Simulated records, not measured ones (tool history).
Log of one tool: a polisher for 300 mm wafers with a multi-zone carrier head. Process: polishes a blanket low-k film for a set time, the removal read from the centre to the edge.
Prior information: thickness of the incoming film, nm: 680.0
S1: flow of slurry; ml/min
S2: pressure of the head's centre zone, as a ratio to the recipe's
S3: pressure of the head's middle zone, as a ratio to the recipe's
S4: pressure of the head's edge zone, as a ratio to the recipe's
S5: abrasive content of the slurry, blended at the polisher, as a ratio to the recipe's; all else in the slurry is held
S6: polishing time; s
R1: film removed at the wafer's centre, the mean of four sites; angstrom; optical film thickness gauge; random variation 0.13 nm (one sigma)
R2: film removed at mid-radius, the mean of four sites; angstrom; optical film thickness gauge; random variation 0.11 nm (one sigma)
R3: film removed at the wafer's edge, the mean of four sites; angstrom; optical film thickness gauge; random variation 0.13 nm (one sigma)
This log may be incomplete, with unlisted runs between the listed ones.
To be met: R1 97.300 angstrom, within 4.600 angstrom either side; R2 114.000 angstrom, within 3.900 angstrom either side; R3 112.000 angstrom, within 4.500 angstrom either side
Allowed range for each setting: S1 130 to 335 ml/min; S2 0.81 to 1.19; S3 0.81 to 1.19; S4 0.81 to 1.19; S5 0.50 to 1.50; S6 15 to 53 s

| run | hour | S1 | S2 | S3 | S4 | S5 | S6 | R1 | R2 | R3 |
|---|---|---|---|---|---|---|---|---|---|---|
| 1 | 0.0 | 215 | 1.00 | 1.00 | 1.00 | 1.00 | 34 | 83.679 | 86.635 | 87.504 |
| 2 | 1.4 | 220 | 0.99 | 1.03 | 1.04 | 1.10 | 34 | 86.679 | 91.020 | 89.760 |
| 3 | 8.1 | 220 | 0.99 | 1.11 | 1.04 | 1.10 | 34 | 86.673 | 96.693 | 92.037 |
| 4 | 13.4 | 240 | 0.99 | 1.11 | 1.04 | 1.10 | 34 | 88.927 | 100.090 | 90.922 |
| 5 | 19.7 | 240 | 0.99 | 1.11 | 0.95 | 1.10 | 34 | 88.190 | 98.437 | 86.962 |
| 6 | 21.0 | 215 | 0.97 | 1.11 | 1.00 | 1.25 | 35 | 94.055 | 105.940 | 94.891 |
| 7 | 22.3 | 205 | 0.95 | 1.11 | 1.06 | 1.30 | 36 | 94.444 | 108.630 | 104.900 |
| 8 | 31.2 | 210 | 0.95 | 1.12 | 1.08 | 1.30 | 36 | 94.859 | 110.580 | 102.310 |
| 9 | 36.3 | 195 | 0.94 | 1.12 | 1.10 | 1.35 | 36 | 96.846 | 111.870 | 106.470 |
| 10 | 43.5 | 190 | 0.93 | 1.12 | 1.12 | 1.35 | 36 | 95.222 | 110.680 | 107.150 |

Which of these 4 next moves meets every target?
| A | 50.7 | 155 | 0.85 | 1.17 | 1.07 | 1.35 | 36 | ? | ? | ? |
| B | 50.7 | 200 | 0.93 | 1.16 | 1.14 | 1.35 | 33 | ? | ? | ? |
| C | 50.7 | 130 | 0.88 | 1.05 | 1.19 | 1.35 | 40 | ? | ? | ? |
| D | 50.7 | 205 | 0.96 | 1.15 | 1.19 | 1.25 | 37 | ? | ? | ? |

| move | R1 | R2 | R3 |
|---|---|---|---|
| A | 85.613 | 114.460 | 104.460 |
| B | 87.004 | 106.540 | 100.600 |
| C | 96.104 | 113.990 | 121.310 |
| D | 97.690 | 115.470 | 112.300 |
A: moves away from the targets compared with the last run
B: moves away from the targets compared with the last run
C: takes the biggest miss from the last run beyond its target
D: every result lands within tolerance
The right move is D.

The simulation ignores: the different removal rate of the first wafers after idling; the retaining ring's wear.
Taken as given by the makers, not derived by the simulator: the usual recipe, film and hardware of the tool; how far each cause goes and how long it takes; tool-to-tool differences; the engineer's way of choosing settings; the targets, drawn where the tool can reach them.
